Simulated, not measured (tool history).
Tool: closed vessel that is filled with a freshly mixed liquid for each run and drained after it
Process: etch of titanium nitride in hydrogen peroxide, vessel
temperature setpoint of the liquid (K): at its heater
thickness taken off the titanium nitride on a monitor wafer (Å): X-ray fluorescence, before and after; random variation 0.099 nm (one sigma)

| run | hour | temperature setpoint of the liquid (K) | concentration of hydrogen peroxide in the mixed liquid (% by weight) | time in the liquid (s) | thickness taken off the titanium nitride on a monitor wafer (Å) |
|---|---|---|---|---|---|
| 1 | 0 | 326.15 | 24.5 | 295 | 114.58 |
| 2 | 2.8 | 326.15 | 24.5 | 315 | 123.65 |
| 3 | 7.6 | 326.15 | 27.5 | 315 | 125.54 |
| 4 | 15.5 | 322.65 | 27.5 | 315 | 98.224 |
| 5 | 19.3 | 322.65 | 27.5 | 315 | 98.43 |
| 6 | 22.1 | 322.65 | 30 | 315 | 100.09 |
| 7 | 26.1 | 324.65 | 30 | 315 | 114.88 |
| 8 | 34.8 | 326.15 | 30 | 315 | 128.27 |
| 9 | 39 | 327.15 | 30 | 315 | 138.45 |

Run 10 comes next. What will it give?
| 10 | 46.8 | 327.15 | 30 | 315 | ? |

Run 10 gave thickness taken off the titanium nitride on a monitor wafer (Å) 138.03.

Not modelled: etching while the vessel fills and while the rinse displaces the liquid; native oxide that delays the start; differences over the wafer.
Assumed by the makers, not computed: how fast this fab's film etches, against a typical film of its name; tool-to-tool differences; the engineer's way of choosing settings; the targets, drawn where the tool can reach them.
